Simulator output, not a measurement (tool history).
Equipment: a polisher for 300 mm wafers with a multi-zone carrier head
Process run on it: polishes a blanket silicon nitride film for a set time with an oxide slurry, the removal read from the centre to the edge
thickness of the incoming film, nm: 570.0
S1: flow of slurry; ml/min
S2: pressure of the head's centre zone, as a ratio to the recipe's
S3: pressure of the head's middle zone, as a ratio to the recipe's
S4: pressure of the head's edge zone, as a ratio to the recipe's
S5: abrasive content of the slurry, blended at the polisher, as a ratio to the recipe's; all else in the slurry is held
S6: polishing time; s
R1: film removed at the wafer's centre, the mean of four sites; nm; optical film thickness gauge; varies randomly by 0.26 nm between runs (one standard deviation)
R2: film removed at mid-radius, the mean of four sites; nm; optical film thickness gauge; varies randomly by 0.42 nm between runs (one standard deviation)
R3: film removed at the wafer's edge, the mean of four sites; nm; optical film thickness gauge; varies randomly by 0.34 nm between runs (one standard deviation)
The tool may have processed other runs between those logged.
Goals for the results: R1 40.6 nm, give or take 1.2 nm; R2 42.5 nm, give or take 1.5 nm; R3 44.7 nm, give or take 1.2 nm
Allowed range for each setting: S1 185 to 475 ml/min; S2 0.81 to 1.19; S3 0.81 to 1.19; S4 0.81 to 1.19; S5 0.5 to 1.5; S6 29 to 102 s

run 1 hour=0 | S1=305 S2=1 S3=1 S4=1 S5=1 S6=65 | R1=50.843 R2=52.476 R3=50.49
run 2 hour=8.2 | S1=305 S2=1 S3=1 S4=1 S5=1 S6=51 | R1=39.769 R2=40.85 R3=39.908
run 3 hour=13.1 | S1=310 S2=1 S3=1 S4=1.02 S5=1 S6=51 | R1=39.98 R2=40.868 R3=40.612
run 4 hour=14.9 | S1=315 S2=1 S3=1 S4=1.04 S5=1 S6=51 | R1=40.124 R2=42.016 R3=41.03
run 5 hour=17.3 | S1=245 S2=1 S3=1 S4=1.04 S5=1 S6=51 | R1=38.863 R2=39.824 R3=40.074
run 6 hour=18.1 | S1=245 S2=1 S3=1 S4=0.99 S5=1 S6=51 | R1=38.976 R2=40.304 R3=38.622
run 7 hour=26.6 | S1=260 S2=1 S3=1 S4=1.01 S5=1 S6=51 | R1=39.138 R2=41.006 R3=39.692
run 8 hour=32.7 | S1=260 S2=1 S3=1 S4=1.01 S5=1 S6=51 | R1=38.794 R2=40.368 R3=39.53
run 9 hour=35.2 | S1=275 S2=1 S3=1 S4=1.03 S5=1 S6=51 | R1=39.528 R2=40.391 R3=40.405
run 10 hour=41.1 | S1=285 S2=1 S3=1 S4=1.04 S5=1 S6=51 | R1=39.539 R2=40.608 R3=41.005
run 11 hour=42.7 | S1=295 S2=1 S3=1 S4=1.05 S5=1 S6=51 | R1=39.995 R2=40.844 R3=40.626
run 12 hour=47.1 | S1=300 S2=0.99 S3=1 S4=1.07 S5=1 S6=51 | R1=39.558 R2=41.309 R3=41.24

Pick the move, out of 5, that brings all results within their allowed miss; only one does.
run A hour=51.5 | S1=310 S2=0.96 S3=0.91 S4=1.19 S5=0.8 S6=62 | R1=? R2=? R3=?
run B hour=51.5 | S1=295 S2=1.01 S3=0.97 S4=1.05 S5=1.1 S6=51 | R1=? R2=? R3=?
run C hour=51.5 | S1=295 S2=0.96 S3=0.96 S4=1.09 S5=0.95 S6=56 | R1=? R2=? R3=?
run D hour=51.5 | S1=340 S2=1.09 S3=1 S4=0.97 S5=0.95 S6=50 | R1=? R2=? R3=?
run E hour=51.5 | S1=355 S2=1.02 S3=1.14 S4=0.85 S5=1.15 S6=45 | R1=? R2=? R3=?

move=A R1=41.242 R2=40.502 R3=47.012
move=B R1=42.095 R2=41.435 R3=42.797
move=C R1=40.805 R2=41.919 R3=44.496
move=D R1=42.076 R2=39.27 R3=37.912
move=E R1=39.122 R2=43.615 R3=35.315
A: pushes the last run's worst result past its target
B: better than the last run, though not everything is in spec
C: hits every target within its allowed miss
D: further off than the last run
E: further off than the last run
Correct choice: C, which meets every target
